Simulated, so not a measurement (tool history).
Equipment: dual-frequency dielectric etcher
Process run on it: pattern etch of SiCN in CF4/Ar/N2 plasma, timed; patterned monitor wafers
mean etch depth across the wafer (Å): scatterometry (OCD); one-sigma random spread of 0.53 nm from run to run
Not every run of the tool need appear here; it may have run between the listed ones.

run,hour,source power (kW),bias power (kW),Ar flow (sccm),CF4 flow (sccm),etch time (s),mean etch depth across the wafer (Å)
1,0.0,0.380,0.084,104,83,128.0,1073.10
2,3.2,0.380,0.084,104,71,128.0,1050.50
3,9.2,0.370,0.084,104,71,128.0,1019.10
4,13.0,0.360,0.084,104,71,128.0,997.01
5,14.0,0.350,0.084,104,71,128.0,977.71
6,20.4,0.350,0.084,87,71,128.0,990.93
7,26.3,0.340,0.084,87,71,128.0,986.86
8,27.1,0.330,0.084,87,71,128.0,962.19
9,35.4,0.320,0.084,87,71,128.0,949.04
10,36.5,0.310,0.084,87,71,128.0,928.83

What will run 11 give?
11,39.9,0.300,0.084,87,71,128.0,?

mean etch depth across the wafer (Å): 910.97
